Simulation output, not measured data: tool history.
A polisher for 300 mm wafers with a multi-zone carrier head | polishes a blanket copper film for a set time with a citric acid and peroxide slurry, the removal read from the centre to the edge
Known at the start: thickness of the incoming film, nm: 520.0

| run | hour | flow of slurry (ml/min) | pressure of the head's centre zone | pressure of the head's middle zone | pressure of the head's edge zone | abrasive content of the slurry | polishing time (s) | film removed at the wafer's centre (Å) | film removed at mid-radius (Å) | film removed at the wafer's edge (Å) |
|---|---|---|---|---|---|---|---|---|---|---|
| 1 | 0.0 | 305 | 1.00 | 1.00 | 1.00 | 1.00 | 59 | 973.23 | 1038.90 | 1065.50 |
| 2 | 4.2 | 305 | 1.00 | 0.98 | 0.95 | 0.85 | 52 | 833.29 | 857.19 | 851.94 |
| 3 | 9.3 | 365 | 1.00 | 0.98 | 0.95 | 0.85 | 52 | 855.50 | 852.23 | 863.20 |
| 4 | 15.6 | 365 | 1.00 | 0.98 | 0.95 | 0.85 | 65 | 1057.60 | 1082.90 | 1095.40 |
| 5 | 22.7 | 365 | 1.00 | 0.98 | 0.89 | 0.85 | 65 | 1055.60 | 1087.00 | 1068.50 |
| 6 | 28.2 | 365 | 1.00 | 0.98 | 0.85 | 0.85 | 65 | 1037.80 | 1094.40 | 1036.00 |
| 7 | 32.5 | 360 | 0.98 | 0.95 | 0.84 | 0.75 | 58 | 892.93 | 894.62 | 860.60 |

Run 8 comes next. What will it give?
| 8 | 39.0 | 350 | 0.94 | 0.92 | 0.83 | 0.65 | 55 | ? | ? | ? |

{"run 8": {"film removed at the wafer's centre (Å)": 766.86, "film removed at mid-radius (Å)": 797.82, "film removed at the wafer's edge (Å)": 783.92}}
